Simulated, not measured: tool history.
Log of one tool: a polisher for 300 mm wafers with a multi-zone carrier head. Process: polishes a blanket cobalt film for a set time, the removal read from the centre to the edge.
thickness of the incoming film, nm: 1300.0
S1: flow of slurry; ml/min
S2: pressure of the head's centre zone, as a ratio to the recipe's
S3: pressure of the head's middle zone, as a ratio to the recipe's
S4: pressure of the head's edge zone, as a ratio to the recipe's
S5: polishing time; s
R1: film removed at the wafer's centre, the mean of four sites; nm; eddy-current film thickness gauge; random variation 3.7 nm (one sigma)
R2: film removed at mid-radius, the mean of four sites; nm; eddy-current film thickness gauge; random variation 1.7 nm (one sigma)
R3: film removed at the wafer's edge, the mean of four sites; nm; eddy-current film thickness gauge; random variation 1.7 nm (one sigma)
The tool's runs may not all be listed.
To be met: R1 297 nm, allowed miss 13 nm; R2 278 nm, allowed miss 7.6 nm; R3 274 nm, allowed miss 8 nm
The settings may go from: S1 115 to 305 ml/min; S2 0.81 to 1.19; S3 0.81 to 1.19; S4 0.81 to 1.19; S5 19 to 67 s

| run | hour | S1 | S2 | S3 | S4 | S5 | R1 | R2 | R3 |
|---|---|---|---|---|---|---|---|---|---|
| 1 | 0 | 195 | 1 | 1 | 1 | 43 | 344.36 | 336.34 | 342.72 |
| 2 | 5.1 | 215 | 1 | 1 | 1 | 43 | 346.31 | 339.56 | 347.79 |
| 3 | 8.5 | 210 | 1 | 0.99 | 0.98 | 42 | 334.4 | 326.43 | 330.53 |
| 4 | 12.3 | 205 | 1 | 0.98 | 0.96 | 42 | 343.48 | 323.42 | 328.38 |
| 5 | 20.9 | 205 | 1 | 0.98 | 0.96 | 33 | 264.5 | 255.42 | 259.3 |
| 6 | 27.4 | 210 | 1.01 | 0.99 | 0.96 | 33 | 268.85 | 258.01 | 259.42 |
| 7 | 28.3 | 215 | 1.02 | 1 | 0.96 | 33 | 271.28 | 259.61 | 256.76 |
| 8 | 32.9 | 220 | 1.03 | 1 | 0.97 | 33 | 276.77 | 264.21 | 262.35 |
| 9 | 37.6 | 225 | 1.04 | 1 | 0.97 | 33 | 280.92 | 259.54 | 260.06 |
| 10 | 40.9 | 230 | 1.04 | 1.01 | 0.98 | 33 | 280.12 | 264.22 | 259.66 |
| 11 | 46.5 | 230 | 1.04 | 1.01 | 0.99 | 33 | 281.83 | 263.34 | 265.29 |
| 12 | 47 | 235 | 1.04 | 1.02 | 0.99 | 33 | 272.1 | 265.62 | 266.02 |

Which of these 4 next moves meets every target?
| A | 47.5 | 250 | 1.03 | 0.99 | 1.08 | 31 | ? | ? | ? |
| B | 47.5 | 200 | 0.92 | 1.01 | 1.12 | 34 | ? | ? | ? |
| C | 47.5 | 270 | 0.89 | 1.07 | 0.99 | 32 | ? | ? | ? |
| D | 47.5 | 265 | 1.01 | 0.98 | 0.91 | 35 | ? | ? | ? |

| move | R1 | R2 | R3 |
|---|---|---|---|
| A | 260.41 | 242.36 | 261.72 |
| B | 250.44 | 263.9 | 286.97 |
| C | 237.07 | 269.5 | 260.1 |
| D | 290.57 | 272.99 | 273.37 |
A: further off than the last run
B: further off than the last run
C: further off than the last run
D: meets every target
Move D is the one to make.
